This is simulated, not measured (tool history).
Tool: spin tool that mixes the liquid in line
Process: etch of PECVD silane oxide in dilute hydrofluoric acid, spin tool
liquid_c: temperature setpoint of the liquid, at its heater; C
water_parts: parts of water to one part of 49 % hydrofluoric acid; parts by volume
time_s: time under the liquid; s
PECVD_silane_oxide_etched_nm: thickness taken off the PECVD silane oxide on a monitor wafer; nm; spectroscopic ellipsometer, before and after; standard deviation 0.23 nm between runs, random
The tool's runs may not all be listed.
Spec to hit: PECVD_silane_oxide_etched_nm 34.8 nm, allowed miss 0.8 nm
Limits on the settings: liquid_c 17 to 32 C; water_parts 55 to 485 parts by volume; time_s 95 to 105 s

| run | hour | liquid_c | water_parts | time_s | PECVD_silane_oxide_etched_nm |
|---|---|---|---|---|---|
| 1 | 0 | 24 | 270 | 95 | 13.306 |
| 2 | 2.1 | 24 | 360 | 95 | 9.1267 |
| 3 | 6.7 | 26 | 285 | 95 | 13.441 |
| 4 | 11.9 | 23 | 285 | 95 | 12.085 |
| 5 | 15.1 | 21.5 | 285 | 95 | 11.403 |
| 6 | 23.3 | 19 | 285 | 95 | 10.432 |
| 7 | 26.9 | 22.5 | 235 | 95 | 15.089 |
| 8 | 31.4 | 25 | 200 | 95 | 20.207 |
| 9 | 35.8 | 27 | 185 | 95 | 24.056 |
| 10 | 38.1 | 28.5 | 175 | 95 | 27.108 |
| 11 | 45.6 | 29.5 | 170 | 95 | 28.654 |
| 12 | 49.8 | 30 | 165 | 95 | 30.576 |
| 13 | 54.7 | 30.5 | 165 | 95 | 31.393 |
| 14 | 62.1 | 31 | 165 | 95 | 31.655 |
|  | 64.7 | hydrofluoric acid flow meter replaced |
| 15 | 64.7 | 32 | 150 | 95 | 42.872 |
| 16 | 69.5 | 31.5 | 150 | 95 | 42.251 |
| 17 | 70.1 | 31 | 150 | 95 | 41.257 |
| 18 | 71.9 | 30.5 | 150 | 95 | 40.095 |
| 19 | 77.4 | 29.5 | 150 | 95 | 38.991 |
| 20 | 78.6 | 28.5 | 150 | 95 | 37.508 |
| 21 | 85.9 | 27.5 | 150 | 95 | 35.998 |

Which single option among these 5 for the next run brings every result within its allowed miss of target? Just one does.
| A | 93.2 | 27.5 | 170 | 105 | ? |
| B | 93.2 | 30 | 160 | 95 | ? |
| C | 93.2 | 27.5 | 160 | 105 | ? |
| D | 93.2 | 28.5 | 155 | 95 | ? |
| E | 93.2 | 31 | 170 | 100 | ? |

| move | PECVD_silane_oxide_etched_nm |
|---|---|
| A | 34.384 |
| B | 36.62 |
| C | 36.979 |
| D | 36.043 |
| E | 37.1 |
A: every result within its allowed miss
B: further off than the last run
C: further off than the last run
D: about the same distance from the targets as the last run
E: further off than the last run
The right move is A.

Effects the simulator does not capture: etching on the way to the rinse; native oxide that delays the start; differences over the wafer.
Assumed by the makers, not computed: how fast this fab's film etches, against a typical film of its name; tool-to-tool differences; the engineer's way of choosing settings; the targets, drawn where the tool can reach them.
